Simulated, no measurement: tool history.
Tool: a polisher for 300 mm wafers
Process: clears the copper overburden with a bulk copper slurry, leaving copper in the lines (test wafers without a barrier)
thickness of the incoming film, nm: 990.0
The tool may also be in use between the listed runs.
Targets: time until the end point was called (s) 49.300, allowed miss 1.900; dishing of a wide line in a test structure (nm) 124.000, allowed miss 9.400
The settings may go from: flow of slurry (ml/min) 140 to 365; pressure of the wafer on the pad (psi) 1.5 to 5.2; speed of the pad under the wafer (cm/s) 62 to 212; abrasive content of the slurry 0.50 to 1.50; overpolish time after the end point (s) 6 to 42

run	hour	flow of slurry (ml/min)	pressure of the wafer on the pad (psi)	speed of the pad under the wafer (cm/s)	abrasive content of the slurry	overpolish time after the end point (s)	time until the end point was called (s)	dishing of a wide line in a test structure (nm)
1	0.0	235	3.3	136	1.00	21	57.805	113.830
2	1.5	235	3.4	136	1.00	21	56.086	116.190
3	4.2	235	3.4	136	0.90	21	58.365	114.400
4	5.8	235	3.4	104	0.90	21	70.076	107.960
5	7.7	235	3.4	104	0.80	21	70.446	104.690
6	10.4	235	2.8	104	0.80	21	86.617	99.993
7	11.8	235	3.0	104	0.80	21	80.405	99.575
8	20.5	235	3.2	104	0.80	21	76.347	103.480
9	29.5	235	3.3	104	0.80	21	75.479	102.970
10	33.4	235	3.5	104	0.80	21	69.691	112.920
11	41.1	240	4.5	112	0.80	11	52.095	101.380
12	46.4	240	4.5	112	0.80	12	51.544	107.730
13	51.0	240	4.5	112	0.80	13	52.102	109.540
14	53.4	240	4.5	112	0.80	14	52.396	108.470
15	56.5	240	4.5	112	0.80	15	51.544	110.040
16	60.2	240	4.5	112	0.80	16	51.991	113.500

Which of these 5 next moves meets every target?
A	63.9	315	4.9	120	0.80	18	?	?
B	63.9	220	5.2	92	0.90	21	?	?
C	63.9	250	4.7	98	0.85	22	?	?
D	63.9	235	5.1	124	0.70	34	?	?
E	63.9	245	4.2	134	0.95	20	?	?

move	time until the end point was called (s)	dishing of a wide line in a test structure (nm)
A	43.200	122.440
B	48.685	124.620
C	51.774	122.150
D	43.268	134.310
E	45.239	120.760
A: takes the result that was furthest off past its target
B: meets every target
C: nearer than the last run, and not there yet
D: takes the result that was furthest off past its target
E: takes the result that was furthest off past its target
Move B is the one to make.
